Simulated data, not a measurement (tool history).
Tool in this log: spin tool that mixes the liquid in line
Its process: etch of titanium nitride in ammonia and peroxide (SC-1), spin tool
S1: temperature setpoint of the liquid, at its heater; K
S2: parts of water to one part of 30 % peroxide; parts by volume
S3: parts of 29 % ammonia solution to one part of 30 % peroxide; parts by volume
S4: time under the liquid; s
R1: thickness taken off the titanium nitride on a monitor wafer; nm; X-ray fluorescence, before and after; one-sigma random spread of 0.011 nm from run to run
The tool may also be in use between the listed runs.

run,hour,S1,S2,S3,S4,R1
1,0,334.15,6.5,0.65,15,2.717
2,0.9,334.15,6.5,0.65,15,2.6975
3,7.4,334.15,6.5,0.45,15,2.5608
4,8.2,331.65,6.5,0.45,15,2.186
5,12.8,330.15,6.5,0.45,15,1.9861
6,18.9,330.15,6.5,0.45,15,1.9889

Estimate the outcome of run 7 from the log above:
7,26.3,329.15,6.5,0.45,15,?

{"run 7": {"R1": 1.8475}}
